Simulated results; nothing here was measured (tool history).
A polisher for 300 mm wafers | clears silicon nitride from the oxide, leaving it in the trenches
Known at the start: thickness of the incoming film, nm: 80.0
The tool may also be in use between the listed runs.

run	day	flow of slurry (ml/min)	pressure of the wafer on the pad (kPa)	speed of the pad under the wafer (m/s)	overpolish time after the end point (s)	time until the end point was called (s)
1	0.000	185	22.1	0.92	29	80.826
2	0.325	185	22.1	1.12	29	70.222
3	0.467	185	20.0	1.10	29	77.435
4	0.625	185	17.9	1.10	29	87.878
5	0.933	185	16.5	1.10	29	94.480
6	1.154	185	15.9	1.10	29	94.934

Forecast run 7:
7	1.242	185	15.2	1.10	29	?

Run 7 gave time until the end point was called (s) 100.340.
